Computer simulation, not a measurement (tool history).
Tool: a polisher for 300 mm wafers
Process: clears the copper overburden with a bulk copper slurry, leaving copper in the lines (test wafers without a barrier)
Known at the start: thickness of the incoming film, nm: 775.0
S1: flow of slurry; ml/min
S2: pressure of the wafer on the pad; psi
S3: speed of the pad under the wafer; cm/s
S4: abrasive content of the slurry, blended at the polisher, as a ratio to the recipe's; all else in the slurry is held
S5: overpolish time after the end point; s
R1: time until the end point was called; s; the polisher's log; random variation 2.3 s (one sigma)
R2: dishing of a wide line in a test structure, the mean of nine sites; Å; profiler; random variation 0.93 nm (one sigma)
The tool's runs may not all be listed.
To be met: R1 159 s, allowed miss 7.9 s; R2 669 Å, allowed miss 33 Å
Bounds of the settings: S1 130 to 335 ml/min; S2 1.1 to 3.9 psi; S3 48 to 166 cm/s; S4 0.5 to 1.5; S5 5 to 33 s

run	day	S1	S2	S3	S4	S5	R1	R2
1	0	215	2.5	106	1	17	95.451	701.23
2	0.1	215	2.5	106	1.15	17	92.966	700.44
3	0.404	215	2.5	120	1.15	17	83.397	769.63
4	0.592	210	2.1	118	1.15	19	100.62	700.81
5	0.854	210	2.1	142	1.15	19	83.546	771.87
6	0.896	210	1.8	134	1.15	22	101.18	736.06
7	1.217	210	1.6	130	1.15	24	116.61	729.05
8	1.246	210	1.5	128	1.15	25	125.42	681.82
9	1.4	210	1.4	128	1.15	27	136.5	678.58
10	1.729	210	1.3	128	1.15	28	145.53	652.46
11	2.079	210	1.3	128	1.15	29	144.38	669.97
12	2.183	210	1.3	128	1.15	30	143.54	679.5
13	2.367	210	1.1	126	1.15	32	173.15	649.18

5 next moves are on the table. One of them brings every result within its allowed miss. Which?
A	2.55	280	1.3	100	1.4	33	?	?
B	2.55	175	1.3	116	1.3	32	?	?
C	2.55	195	1.4	126	0.8	22	?	?
D	2.55	235	1.4	98	1.1	33	?	?
E	2.55	230	1.1	134	1.1	24	?	?

move	R1	R2
A	169.65	672.63
B	158.33	684.57
C	144.48	599.5
D	171.27	678.26
E	158.95	575.51
A: nearer than the last run, and not there yet
B: meets every target
C: takes the result that was furthest off past its target
D: nearer than the last run, and not there yet
E: brings the result that was furthest off to its target, and leaves another outside
Move B is the one to make.

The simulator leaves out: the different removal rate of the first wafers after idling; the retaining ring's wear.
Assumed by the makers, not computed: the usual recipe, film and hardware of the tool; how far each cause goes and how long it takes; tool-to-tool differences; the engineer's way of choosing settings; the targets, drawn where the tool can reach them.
